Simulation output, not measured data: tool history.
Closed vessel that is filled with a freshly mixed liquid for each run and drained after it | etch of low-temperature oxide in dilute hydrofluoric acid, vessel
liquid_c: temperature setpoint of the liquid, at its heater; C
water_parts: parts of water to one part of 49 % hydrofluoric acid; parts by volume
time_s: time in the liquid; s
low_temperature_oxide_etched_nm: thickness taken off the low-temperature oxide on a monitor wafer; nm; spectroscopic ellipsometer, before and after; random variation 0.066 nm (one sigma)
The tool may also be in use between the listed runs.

run  hour  liquid_c  water_parts  time_s  low_temperature_oxide_etched_nm
  1   0.0        20          235     390                           16.659
  2   8.2        20          235     390                           16.531
  3  11.6        19          260     390                           14.242
  4  15.3        17          260     390                           12.827
  5  19.8        17          275     390                           12.265
  6  22.2        17          275     390                           12.072
  7  24.6        17          285     390                           11.650
  8  27.6        17          295     390                           11.166

The next listed run, before its measurement:
  9  33.2        17          305     390                                ?

low_temperature_oxide_etched_nm: 10.692 nm
